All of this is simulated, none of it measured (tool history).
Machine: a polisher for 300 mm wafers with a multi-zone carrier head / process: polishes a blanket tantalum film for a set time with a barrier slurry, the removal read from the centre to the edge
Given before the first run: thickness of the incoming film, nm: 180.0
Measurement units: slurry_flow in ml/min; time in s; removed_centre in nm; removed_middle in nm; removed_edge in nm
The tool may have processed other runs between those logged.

run 1 hour=0.0 | slurry_flow=250 centre_zone=1.00 middle_zone=1.00 edge_zone=1.00 slurry_solids=1.0 time=29 | removed_centre=61.482 removed_middle=60.829 removed_edge=59.368
run 2 hour=8.9 | slurry_flow=250 centre_zone=1.00 middle_zone=1.00 edge_zone=1.08 slurry_solids=1.0 time=29 | removed_centre=62.616 removed_middle=60.316 removed_edge=61.464
run 3 hour=13.8 | slurry_flow=250 centre_zone=1.00 middle_zone=1.00 edge_zone=1.12 slurry_solids=1.0 time=29 | removed_centre=61.864 removed_middle=60.275 removed_edge=62.710
run 4 hour=20.7 | slurry_flow=250 centre_zone=0.98 middle_zone=1.00 edge_zone=1.10 slurry_solids=0.9 time=29 | removed_centre=59.274 removed_middle=58.427 removed_edge=61.835
run 5 hour=29.1 | slurry_flow=250 centre_zone=0.98 middle_zone=1.00 edge_zone=1.10 slurry_solids=0.8 time=29 | removed_centre=56.583 removed_middle=57.818 removed_edge=58.840
run 6 hour=37.9 | slurry_flow=250 centre_zone=0.98 middle_zone=1.00 edge_zone=1.10 slurry_solids=0.8 time=23 | removed_centre=44.621 removed_middle=45.337 removed_edge=47.268
run 7 hour=46.0 | slurry_flow=255 centre_zone=0.98 middle_zone=1.01 edge_zone=1.10 slurry_solids=0.8 time=23 | removed_centre=44.678 removed_middle=45.513 removed_edge=46.583

Run 8 is up next; what results do you expect?
run 8 hour=50.1 | slurry_flow=255 centre_zone=0.98 middle_zone=1.02 edge_zone=1.10 slurry_solids=0.8 time=23 | removed_centre=? removed_middle=? removed_edge=?

Run 8 yielded removed_centre 45.472 nm, removed_middle 45.933 nm, removed_edge 47.394 nm.
